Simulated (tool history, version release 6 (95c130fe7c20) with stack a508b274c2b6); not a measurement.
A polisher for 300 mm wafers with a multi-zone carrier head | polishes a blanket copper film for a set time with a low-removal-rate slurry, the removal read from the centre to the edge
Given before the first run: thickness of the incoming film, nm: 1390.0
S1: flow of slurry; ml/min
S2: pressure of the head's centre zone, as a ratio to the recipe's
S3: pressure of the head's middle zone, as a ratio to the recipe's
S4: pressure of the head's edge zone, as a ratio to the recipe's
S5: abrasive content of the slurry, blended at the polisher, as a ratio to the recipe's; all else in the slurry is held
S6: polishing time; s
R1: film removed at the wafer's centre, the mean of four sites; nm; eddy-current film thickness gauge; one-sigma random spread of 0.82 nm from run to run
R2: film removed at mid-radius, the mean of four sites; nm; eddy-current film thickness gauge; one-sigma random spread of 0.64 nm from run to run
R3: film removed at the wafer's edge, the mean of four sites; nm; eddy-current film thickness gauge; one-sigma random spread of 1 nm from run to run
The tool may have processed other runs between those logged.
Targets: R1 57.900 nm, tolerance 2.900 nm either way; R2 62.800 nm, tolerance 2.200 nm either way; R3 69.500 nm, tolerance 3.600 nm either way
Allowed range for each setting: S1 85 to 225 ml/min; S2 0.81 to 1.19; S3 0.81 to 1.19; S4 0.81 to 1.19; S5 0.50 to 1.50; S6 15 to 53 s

run 1 day=0.000 | S1=145 S2=1.00 S3=1.00 S4=1.00 S5=1.00 S6=34 | R1=111.030 R2=109.410 R3=112.960
run 2 day=0.200 | S1=140 S2=0.98 S3=0.99 S4=0.99 S5=0.95 S6=33 | R1=101.290 R2=103.260 R3=107.980
run 3 day=0.329 | S1=140 S2=0.97 S3=0.98 S4=0.98 S5=0.90 S6=32 | R1=94.108 R2=96.459 R3=102.890
run 4 day=0.471 | S1=140 S2=0.97 S3=0.98 S4=0.97 S5=0.85 S6=31 | R1=92.174 R2=92.480 R3=97.825
run 5 day=0.738 | S1=140 S2=0.96 S3=0.97 S4=0.96 S5=0.80 S6=30 | R1=84.864 R2=86.764 R3=91.510
run 6 day=0.921 | S1=165 S2=0.96 S3=0.97 S4=0.96 S5=0.80 S6=30 | R1=90.343 R2=87.754 R3=91.411
-- day=1.196 edge zone pressure recalibrated
run 7 day=1.196 | S1=165 S2=0.96 S3=0.97 S4=0.96 S5=0.80 S6=30 | R1=89.107 R2=87.891 R3=87.997
run 8 day=1.354 | S1=165 S2=0.94 S3=0.96 S4=0.95 S5=0.75 S6=30 | R1=85.649 R2=86.491 R3=86.395
run 9 day=1.667 | S1=160 S2=0.93 S3=0.94 S4=0.95 S5=0.70 S6=30 | R1=81.221 R2=80.749 R3=84.551
run 10 day=1.871 | S1=160 S2=0.91 S3=0.93 S4=0.94 S5=0.65 S6=30 | R1=75.811 R2=79.218 R3=80.797
run 11 day=1.950 | S1=120 S2=0.84 S3=0.83 S4=0.96 S5=0.50 S6=29 | R1=57.793 R2=58.822 R3=67.793

Which one of the following 4 next-run settings gets every result inside its allowed miss? There is exactly one.
run A day=2.029 | S1=140 S2=0.81 S3=0.89 S4=0.89 S5=0.65 S6=24 | R1=? R2=? R3=?
run B day=2.029 | S1=155 S2=0.91 S3=0.81 S4=1.04 S5=0.55 S6=25 | R1=? R2=? R3=?
run C day=2.029 | S1=105 S2=0.81 S3=0.85 S4=0.91 S5=0.55 S6=30 | R1=? R2=? R3=?
run D day=2.029 | S1=155 S2=0.87 S3=0.81 S4=1.06 S5=0.60 S6=25 | R1=? R2=? R3=?

move=A R1=52.653 R2=59.926 R3=61.898
move=B R1=58.585 R2=54.730 R3=65.528
move=C R1=57.060 R2=63.098 R3=69.718
move=D R1=58.208 R2=56.909 R3=68.770
A: the biggest miss grows against the last run
B: the biggest miss grows against the last run
C: all results land within tolerance of their targets
D: the biggest miss grows against the last run
Move C is the one to make.
